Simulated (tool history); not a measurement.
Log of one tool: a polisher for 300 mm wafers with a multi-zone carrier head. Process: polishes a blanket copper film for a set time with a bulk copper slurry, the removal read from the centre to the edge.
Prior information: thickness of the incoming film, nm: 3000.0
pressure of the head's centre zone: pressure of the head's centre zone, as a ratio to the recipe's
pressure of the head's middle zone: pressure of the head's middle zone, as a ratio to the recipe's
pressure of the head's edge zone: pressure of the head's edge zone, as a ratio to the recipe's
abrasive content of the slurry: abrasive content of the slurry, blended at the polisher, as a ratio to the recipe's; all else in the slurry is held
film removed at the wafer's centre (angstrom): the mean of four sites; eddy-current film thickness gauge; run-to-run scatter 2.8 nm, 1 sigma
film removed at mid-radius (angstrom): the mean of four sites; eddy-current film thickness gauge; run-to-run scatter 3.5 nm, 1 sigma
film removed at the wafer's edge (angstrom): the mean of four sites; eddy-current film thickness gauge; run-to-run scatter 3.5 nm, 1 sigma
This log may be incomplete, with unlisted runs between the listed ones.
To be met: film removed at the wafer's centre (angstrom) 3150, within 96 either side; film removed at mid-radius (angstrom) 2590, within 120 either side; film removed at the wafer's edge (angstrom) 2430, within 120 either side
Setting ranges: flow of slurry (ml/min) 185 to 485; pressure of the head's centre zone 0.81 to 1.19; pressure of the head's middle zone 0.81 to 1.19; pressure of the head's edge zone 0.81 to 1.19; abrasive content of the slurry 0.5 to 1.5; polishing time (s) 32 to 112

run,day,flow of slurry (ml/min),pressure of the head's centre zone,pressure of the head's middle zone,pressure of the head's edge zone,abrasive content of the slurry,polishing time (s),film removed at the wafer's centre (angstrom),film removed at mid-radius (angstrom),film removed at the wafer's edge (angstrom)
1,0,310,1,1,1,1,72,4883.4,4801.5,4635.9
2,0.05,310,1,1,1,0.85,72,4568.4,4472.4,4512.9
3,0.346,350,1,1,1,0.85,72,4615,4564.7,4354.2
4,0.429,350,1,1,1,0.85,83,5333.5,5357.1,5258.8
5,0.475,360,1.01,0.99,0.98,0.8,78,4959.4,4828.9,4727.7
6,0.596,360,1.01,1.05,0.98,0.8,78,5052.9,5203.4,4697.4
7,0.908,370,1.02,1.04,0.97,0.75,74,4837,4706.8,4385.1
8,1,380,1.02,1.04,0.96,0.7,70,4403.1,4386.1,4077.1
9,1.267,380,1.02,1.04,0.96,0.7,70,4433.1,4374.2,3941
# day 1.408: slurry nozzle cleaned
10,1.408,385,1.02,1.03,0.95,0.7,67,4365.7,4299.7,3901.6
11,1.55,390,1.03,1.02,0.95,0.7,63,4151.1,4091,3652
12,1.762,390,1.04,1,0.95,0.7,60,3970.4,3840.1,3530.7
13,2.021,390,1.14,0.93,0.85,0.5,40,2630.9,2184.7,2032.1

Pick the move, out of 5, that brings all results within their allowed miss; only one does.
A,2.279,310,0.94,0.87,0.99,0.5,34,?,?,?
B,2.279,435,1.19,0.9,0.84,0.5,50,?,?,?
C,2.279,415,1.16,0.95,0.88,0.65,44,?,?,?
D,2.279,400,0.83,0.84,1.07,0.5,47,?,?,?
E,2.279,335,1.04,0.81,1.1,0.5,37,?,?,?

move,film removed at the wafer's centre (angstrom),film removed at mid-radius (angstrom),film removed at the wafer's edge (angstrom)
A,1842,1711.2,1832.6
B,3425.8,2647.1,2542.7
C,3150.7,2605.7,2443
D,2331.5,2341.2,2669.7
E,2203.9,1765.4,2111.8
A: lands further from the targets than the last run did
B: carries the result that was furthest off beyond its target, to the other side
C: each result inside its tolerance
D: lands further from the targets than the last run did
E: lands further from the targets than the last run did
Answer: C

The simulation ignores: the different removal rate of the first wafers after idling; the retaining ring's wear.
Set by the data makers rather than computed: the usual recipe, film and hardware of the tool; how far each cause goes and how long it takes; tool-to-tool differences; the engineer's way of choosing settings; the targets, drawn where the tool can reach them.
